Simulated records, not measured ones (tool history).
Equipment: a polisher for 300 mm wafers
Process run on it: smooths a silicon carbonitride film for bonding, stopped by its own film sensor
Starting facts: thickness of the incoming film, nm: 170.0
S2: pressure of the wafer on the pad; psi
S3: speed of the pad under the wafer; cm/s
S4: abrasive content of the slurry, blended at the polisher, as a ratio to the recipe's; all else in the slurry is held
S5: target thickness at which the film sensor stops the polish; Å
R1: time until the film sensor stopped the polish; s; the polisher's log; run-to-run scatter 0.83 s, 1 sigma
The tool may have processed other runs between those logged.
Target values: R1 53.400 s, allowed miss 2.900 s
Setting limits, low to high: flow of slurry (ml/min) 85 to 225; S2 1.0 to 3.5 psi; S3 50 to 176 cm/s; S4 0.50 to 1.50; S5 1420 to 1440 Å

Run 1, hour 0.0: flow of slurry (ml/min) 145, S2 2.2 psi, S3 112 cm/s, S4 1.00, S5 1440 Å. Result: R1 75.827 s.
Run 2, hour 4.0: flow of slurry (ml/min) 145, S2 2.3 psi, S3 112 cm/s, S4 1.00, S5 1440 Å. Result: R1 72.391 s.
Run 3, hour 4.6: flow of slurry (ml/min) 145, S2 2.4 psi, S3 112 cm/s, S4 1.00, S5 1440 Å. Result: R1 70.600 s.
Run 4, hour 7.6: flow of slurry (ml/min) 145, S2 2.4 psi, S3 112 cm/s, S4 1.00, S5 1420 Å. Result: R1 78.647 s.
Run 5, hour 13.3: flow of slurry (ml/min) 120, S2 2.4 psi, S3 112 cm/s, S4 1.00, S5 1420 Å. Result: R1 78.270 s.
At hour 14.1: worn pad replaced by a new one.
Run 6, hour 14.1: flow of slurry (ml/min) 120, S2 2.6 psi, S3 114 cm/s, S4 1.00, S5 1420 Å. Result: R1 66.887 s.
Run 7, hour 22.6: flow of slurry (ml/min) 120, S2 2.7 psi, S3 114 cm/s, S4 1.00, S5 1420 Å. Result: R1 63.478 s.
Run 8, hour 24.0: flow of slurry (ml/min) 120, S2 2.8 psi, S3 114 cm/s, S4 1.00, S5 1420 Å. Result: R1 63.419 s.
Run 9, hour 26.0: flow of slurry (ml/min) 120, S2 2.9 psi, S3 114 cm/s, S4 1.00, S5 1420 Å. Result: R1 60.354 s.
Run 10, hour 30.5: flow of slurry (ml/min) 120, S2 3.0 psi, S3 114 cm/s, S4 1.00, S5 1420 Å. Result: R1 58.231 s.
Run 11, hour 37.5: flow of slurry (ml/min) 120, S2 3.1 psi, S3 114 cm/s, S4 1.00, S5 1420 Å. Result: R1 56.511 s.

Below are 5 possible settings for the next run. Only one of them brings all results inside the allowed miss of their targets. Which is it?
Run A, hour 44.5: flow of slurry (ml/min) 150, S2 3.3 psi, S3 124 cm/s, S4 0.90, S5 1440 Å. Result: R1 ?.
Run B, hour 44.5: flow of slurry (ml/min) 110, S2 3.3 psi, S3 120 cm/s, S4 1.15, S5 1440 Å. Result: R1 ?.
Run C, hour 44.5: flow of slurry (ml/min) 120, S2 3.1 psi, S3 120 cm/s, S4 1.00, S5 1420 Å. Result: R1 ?.
Run D, hour 44.5: flow of slurry (ml/min) 120, S2 3.1 psi, S3 124 cm/s, S4 1.30, S5 1430 Å. Result: R1 ?.
Run E, hour 44.5: flow of slurry (ml/min) 120, S2 3.3 psi, S3 118 cm/s, S4 1.00, S5 1440 Å. Result: R1 ?.

move      R1
   A  46.311
   B  46.403
   C  54.510
   D  47.669
   E  48.247
A: takes the biggest miss from the last run beyond its target
B: takes the biggest miss from the last run beyond its target
C: meets every target
D: takes the biggest miss from the last run beyond its target
E: takes the biggest miss from the last run beyond its target
The move that meets every target is C.
